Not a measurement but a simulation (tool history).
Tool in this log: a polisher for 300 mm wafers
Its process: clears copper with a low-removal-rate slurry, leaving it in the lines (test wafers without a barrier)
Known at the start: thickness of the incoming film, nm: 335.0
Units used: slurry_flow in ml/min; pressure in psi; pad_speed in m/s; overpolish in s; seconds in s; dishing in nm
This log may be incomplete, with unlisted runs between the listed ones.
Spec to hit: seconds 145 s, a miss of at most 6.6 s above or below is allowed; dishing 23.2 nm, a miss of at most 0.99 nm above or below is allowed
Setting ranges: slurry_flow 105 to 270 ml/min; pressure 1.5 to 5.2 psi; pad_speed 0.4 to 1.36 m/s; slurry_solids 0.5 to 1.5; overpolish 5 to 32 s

run  hour  slurry_flow  pressure  pad_speed  slurry_solids  overpolish  seconds  dishing
  1     0          175       3.3       0.88              1          16   135.16   30.223
  2   3.1          175       2.4       0.88              1          16   181.97   22.704
  3     7          175       2.4       0.88           1.15          16   177.41   22.617
  4   8.2          185       2.5       0.88           1.15          15   170.35   23.105
  5  12.9          185         3       0.88           1.15          15   144.23   26.406
  6  14.5          185         3        0.8           1.15          15   156.16   24.833
  7  22.9          200       3.2       0.82           1.15          12   141.72   22.095
  8  30.8          200       3.2       0.82           1.15          12   141.31   22.078
  9  38.9          195       3.1       0.82           1.15          14   145.44   24.539

Exercise: of the 5 proposed moves below, exactly one satisfies all targets within the stated allowed misses. Which move is it?
  A    47          210       3.2       0.74           1.15          16        ?        ?
  B    47          215       2.9       0.88           1.05          15        ?        ?
  C    47          210       3.2        0.8              1          13        ?        ?
  D    47          250       2.7       0.92            1.1          15        ?        ?
  E    47          190       3.2       0.76            1.4          15        ?        ?

move  seconds  dishing
   A   154.92   26.258
   B   147.32   25.838
   C   147.85   22.686
   D   147.81   25.696
   E   147.64   25.872
A: its largest miss is bigger than the last run's
B: its largest miss is bigger than the last run's
C: all results in spec
D: its largest miss is bigger than the last run's
E: its largest miss is bigger than the last run's
Move C is the one to make.
